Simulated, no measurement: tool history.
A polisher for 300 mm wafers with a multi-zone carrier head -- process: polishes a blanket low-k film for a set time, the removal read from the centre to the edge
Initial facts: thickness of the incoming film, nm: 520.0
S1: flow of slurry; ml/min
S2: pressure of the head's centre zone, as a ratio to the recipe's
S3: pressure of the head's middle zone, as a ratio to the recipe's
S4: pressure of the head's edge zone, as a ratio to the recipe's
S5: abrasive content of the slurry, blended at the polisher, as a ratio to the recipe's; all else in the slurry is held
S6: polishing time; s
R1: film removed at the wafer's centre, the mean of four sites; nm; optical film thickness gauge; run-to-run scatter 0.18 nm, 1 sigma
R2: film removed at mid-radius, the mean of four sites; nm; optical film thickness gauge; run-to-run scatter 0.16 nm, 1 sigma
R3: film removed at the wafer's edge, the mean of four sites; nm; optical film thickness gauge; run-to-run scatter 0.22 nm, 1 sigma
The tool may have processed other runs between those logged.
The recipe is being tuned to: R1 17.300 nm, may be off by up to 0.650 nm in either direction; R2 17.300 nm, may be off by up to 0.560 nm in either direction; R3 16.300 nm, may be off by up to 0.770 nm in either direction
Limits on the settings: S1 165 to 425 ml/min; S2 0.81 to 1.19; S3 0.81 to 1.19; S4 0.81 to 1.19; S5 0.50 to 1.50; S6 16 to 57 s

run,day,S1,S2,S3,S4,S5,S6,R1,R2,R3
1,0.000,275,1.00,1.00,1.00,1.00,36,12.843,12.737,12.628
2,0.346,275,1.00,1.00,1.00,1.00,32,11.582,11.301,11.324
3,0.454,280,1.01,1.02,1.02,1.05,32,12.119,11.973,11.556
4,0.679,280,1.01,1.07,1.02,1.05,32,12.006,12.544,11.323
5,0.746,215,1.01,1.07,1.02,1.05,32,11.609,11.939,11.336
6,0.800,210,1.02,1.07,1.03,1.10,33,12.351,12.549,11.862
7,0.900,255,1.07,1.12,1.13,1.35,37,16.454,16.786,15.459
8,1.142,255,1.07,1.12,1.14,1.35,37,16.467,16.492,15.865
9,1.333,260,1.07,1.12,1.14,1.35,37,16.657,16.577,16.051

4 next moves are on the table. One of them brings every result within its allowed miss. Which?
A,1.525,230,1.07,1.19,1.12,1.25,38,?,?,?
B,1.525,250,0.96,1.14,1.18,1.05,46,?,?,?
C,1.525,225,1.10,1.16,1.15,1.35,38,?,?,?
D,1.525,250,1.06,1.06,1.19,1.25,39,?,?,?

move,R1,R2,R3
A,16.244,17.055,15.324
B,16.390,18.488,17.662
C,17.210,17.196,16.033
D,16.711,16.030,16.397
A: corrects the largest miss of the last run, while another result sits out of spec
B: carries the result that was furthest off beyond its target, to the other side
C: hits every target within its allowed miss
D: the biggest miss grows against the last run
Correct choice: C, which meets every target
